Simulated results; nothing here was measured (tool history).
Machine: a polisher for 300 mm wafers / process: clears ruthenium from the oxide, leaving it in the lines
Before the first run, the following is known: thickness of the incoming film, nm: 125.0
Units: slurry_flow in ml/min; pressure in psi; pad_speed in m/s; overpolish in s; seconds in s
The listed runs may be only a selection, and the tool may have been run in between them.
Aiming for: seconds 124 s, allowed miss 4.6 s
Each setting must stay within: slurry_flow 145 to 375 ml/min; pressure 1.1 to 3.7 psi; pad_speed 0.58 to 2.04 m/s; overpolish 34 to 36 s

run  hour  slurry_flow  pressure  pad_speed  overpolish  seconds
  1     0          240       2.4        1.3          34   76.103
  2   5.4          240       2.6        1.3          34   73.052
  3  12.1          240       2.6        1.6          34   59.863
  4  13.9          240       2.8        1.6          34   55.341
  5  14.6          270       2.8        1.6          34   54.206
  6  20.2          265       2.3       1.52          34   68.058
  7  21.3          265       2.3       1.52          34   68.742
  8  27.6          260         2       1.46          34   79.689
  9  34.7          255       1.8       1.42          34   87.482
 10  35.9          255       1.6       1.38          34   100.71
 11  43.2          250       1.5       1.38          34   105.53
 12  48.3          240       1.4       1.38          34   114.29

5 candidate next runs follow, results not yet known. Just one meets every target within its allowed miss. Identify it.
  A  53.4          285       1.1       1.32          36        ?
  B  53.4          205       1.1       1.54          36        ?
  C  53.4          215       1.3       1.46          36        ?
  D  53.4          210       1.4       1.16          34        ?
  E  53.4          195       1.2        1.3          34        ?

move  seconds
   A    137.9
   B   123.57
   C   114.75
   D   136.25
   E   138.07
A: the result that was furthest off in the last run now lies on the other side of its target
B: meets every target
C: just as far off the targets as the last run
D: the result that was furthest off in the last run now lies on the other side of its target
E: the result that was furthest off in the last run now lies on the other side of its target
The right move is B.
